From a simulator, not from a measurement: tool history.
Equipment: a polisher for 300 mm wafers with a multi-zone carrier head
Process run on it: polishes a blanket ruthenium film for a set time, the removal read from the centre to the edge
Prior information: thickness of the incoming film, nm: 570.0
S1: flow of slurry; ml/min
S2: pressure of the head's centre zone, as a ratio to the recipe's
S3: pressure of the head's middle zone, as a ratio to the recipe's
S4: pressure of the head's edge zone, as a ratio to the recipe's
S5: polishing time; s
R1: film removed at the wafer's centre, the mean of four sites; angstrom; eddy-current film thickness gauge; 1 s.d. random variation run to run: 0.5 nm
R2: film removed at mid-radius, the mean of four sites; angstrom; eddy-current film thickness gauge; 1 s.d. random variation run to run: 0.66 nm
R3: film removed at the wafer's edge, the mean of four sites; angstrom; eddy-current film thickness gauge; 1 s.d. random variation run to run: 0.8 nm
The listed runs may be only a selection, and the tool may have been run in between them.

Run 1, hour 0: S1 310 ml/min, S2 1, S3 1, S4 1, S5 64 s. Result: R1 809.61 angstrom, R2 797.12 angstrom, R3 811.78 angstrom.
Run 2, hour 4.2: S1 300 ml/min, S2 0.96, S3 0.95, S4 1.01, S5 62 s. Result: R1 746.91 angstrom, R2 721.13 angstrom, R3 794.3 angstrom.
Run 3, hour 9.9: S1 300 ml/min, S2 1.02, S3 0.95, S4 1.01, S5 62 s. Result: R1 790.56 angstrom, R2 743.83 angstrom, R3 796.61 angstrom.
Run 4, hour 16.8: S1 300 ml/min, S2 1.02, S3 1.03, S4 1.01, S5 62 s. Result: R1 795.15 angstrom, R2 793.97 angstrom, R3 783.54 angstrom.
Run 5, hour 23.2: S1 290 ml/min, S2 0.97, S3 0.98, S4 1, S5 61 s. Result: R1 735.53 angstrom, R2 735.15 angstrom, R3 780.61 angstrom.
Run 6, hour 32: S1 290 ml/min, S2 0.95, S3 0.94, S4 0.99, S5 60 s. Result: R1 716.23 angstrom, R2 704.52 angstrom, R3 746.49 angstrom.

Run 7 is up next; what results do you expect?
Run 7, hour 39.7: S1 285 ml/min, S2 0.92, S3 0.91, S4 1, S5 60 s. Result: R1 ?, R2 ?, R3 ?.

R1: 699.64 angstrom
R2: 684.78 angstrom
R3: 760.94 angstrom
